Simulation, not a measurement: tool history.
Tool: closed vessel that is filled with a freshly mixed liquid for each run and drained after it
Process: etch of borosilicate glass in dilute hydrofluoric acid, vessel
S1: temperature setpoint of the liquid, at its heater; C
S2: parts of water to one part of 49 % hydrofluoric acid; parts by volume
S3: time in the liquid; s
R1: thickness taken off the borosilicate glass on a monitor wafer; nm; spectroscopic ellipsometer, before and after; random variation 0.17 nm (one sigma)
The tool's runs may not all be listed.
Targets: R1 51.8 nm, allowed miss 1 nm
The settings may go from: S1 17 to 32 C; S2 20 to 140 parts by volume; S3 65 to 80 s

Run 1, day 0: S1 24 C, S2 75 parts by volume, S3 80 s. Result: R1 19.265 nm.
Run 2, day 0.179: S1 26.5 C, S2 75 parts by volume, S3 80 s. Result: R1 21.369 nm.
Run 3, day 0.312: S1 26.5 C, S2 75 parts by volume, S3 65 s. Result: R1 17.258 nm.
Run 4, day 0.417: S1 27 C, S2 70 parts by volume, S3 65 s. Result: R1 19.113 nm.
Run 5, day 0.575: S1 25 C, S2 70 parts by volume, S3 65 s. Result: R1 17.67 nm.
Run 6, day 0.771: S1 25 C, S2 90 parts by volume, S3 65 s. Result: R1 13.256 nm.
At day 1.158: hydrofluoric acid flow meter replaced.
Run 7, day 1.158: S1 26 C, S2 80 parts by volume, S3 65 s. Result: R1 17.422 nm.
Run 8, day 1.412: S1 26.5 C, S2 75 parts by volume, S3 65 s. Result: R1 19.256 nm.
Run 9, day 1.596: S1 27 C, S2 70 parts by volume, S3 65 s. Result: R1 21.156 nm.
Run 10, day 1.812: S1 27.5 C, S2 65 parts by volume, S3 65 s. Result: R1 23.382 nm.

Which of these 4 next moves meets every target?
Run A, day 2.029: S1 27 C, S2 35 parts by volume, S3 80 s. Result: R1 ?.
Run B, day 2.029: S1 26.5 C, S2 35 parts by volume, S3 80 s. Result: R1 ?.
Run C, day 2.029: S1 29 C, S2 40 parts by volume, S3 80 s. Result: R1 ?.
Run D, day 2.029: S1 30 C, S2 40 parts by volume, S3 80 s. Result: R1 ?.

move      R1
   A  54.417
   B  53.317
   C  51.232
   D  53.311
A: takes the result that was furthest off past its target
B: takes the result that was furthest off past its target
C: meets every target
D: takes the result that was furthest off past its target
Answer: C
